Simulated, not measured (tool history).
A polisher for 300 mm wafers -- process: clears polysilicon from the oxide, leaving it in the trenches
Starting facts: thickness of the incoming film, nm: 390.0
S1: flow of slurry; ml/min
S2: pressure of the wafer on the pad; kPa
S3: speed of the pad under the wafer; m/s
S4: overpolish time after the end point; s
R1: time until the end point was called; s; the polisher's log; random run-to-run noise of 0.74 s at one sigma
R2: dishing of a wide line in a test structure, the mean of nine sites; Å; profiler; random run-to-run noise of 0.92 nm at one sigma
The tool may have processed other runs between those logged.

run 1 hour=0 | S1=225 S2=16.5 S3=0.8 S4=11 | R1=37.202 R2=564.52
run 2 hour=4 | S1=225 S2=16.5 S3=0.8 S4=15 | R1=37.566 R2=655.21
run 3 hour=9.4 | S1=225 S2=14.5 S3=0.8 S4=15 | R1=43.162 R2=625.17
run 4 hour=13.6 | S1=225 S2=14.5 S3=0.68 S4=15 | R1=51.726 R2=603.75
run 5 hour=22.5 | S1=225 S2=17.2 S3=0.68 S4=15 | R1=42.17 R2=640.03
run 6 hour=30.7 | S1=225 S2=19.3 S3=0.68 S4=15 | R1=37.585 R2=653.84

Run 7 has not been measured yet. What should we expect?
run 7 hour=35.4 | S1=225 S2=16.5 S3=0.62 S4=9 | R1=? R2=?

For run 7 the tool returned R1 48.503 s, R2 475.21 Å.

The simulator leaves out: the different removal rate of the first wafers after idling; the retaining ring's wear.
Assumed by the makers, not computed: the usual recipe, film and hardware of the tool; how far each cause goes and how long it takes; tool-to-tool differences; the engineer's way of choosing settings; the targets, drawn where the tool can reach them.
